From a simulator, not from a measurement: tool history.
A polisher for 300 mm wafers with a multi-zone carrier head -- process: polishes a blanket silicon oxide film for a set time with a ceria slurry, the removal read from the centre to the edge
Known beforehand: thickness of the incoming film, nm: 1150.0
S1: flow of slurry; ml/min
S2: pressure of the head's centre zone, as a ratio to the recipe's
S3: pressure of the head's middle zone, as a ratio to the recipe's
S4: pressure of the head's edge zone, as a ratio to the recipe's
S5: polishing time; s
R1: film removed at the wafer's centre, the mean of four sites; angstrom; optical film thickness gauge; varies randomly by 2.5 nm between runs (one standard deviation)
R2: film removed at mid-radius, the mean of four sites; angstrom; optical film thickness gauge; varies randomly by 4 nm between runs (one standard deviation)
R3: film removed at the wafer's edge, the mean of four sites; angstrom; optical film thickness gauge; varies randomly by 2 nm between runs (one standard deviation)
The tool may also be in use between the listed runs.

run	hour	S1	S2	S3	S4	S5	R1	R2	R3
1	0.0	280	1.00	1.00	1.00	72	2687.4	2576.6	2645.5
2	3.9	280	1.00	1.08	1.00	72	2681.4	2791.4	2648.6
3	9.5	290	1.02	1.07	1.03	73	2801.9	2801.9	2715.5
4	13.7	355	1.02	1.07	1.03	73	2828.7	2755.4	2745.3
5	22.2	355	1.03	1.07	1.05	74	2925.5	2954.0	2827.2
6	25.2	395	1.03	1.07	1.05	74	2949.4	2887.5	2830.5
7	30.2	395	1.04	1.05	1.07	75	3019.0	2864.1	2882.1
8	36.5	395	1.05	1.04	1.08	76	3070.5	2848.8	2961.2
9	40.4	395	1.06	1.04	1.09	77	3156.8	2920.9	2973.2

Forecast run 10:
10	47.5	410	1.08	0.97	1.17	82	?	?	?

R1: 3404.4 angstrom
R2: 2953.5 angstrom
R3: 3320.2 angstrom
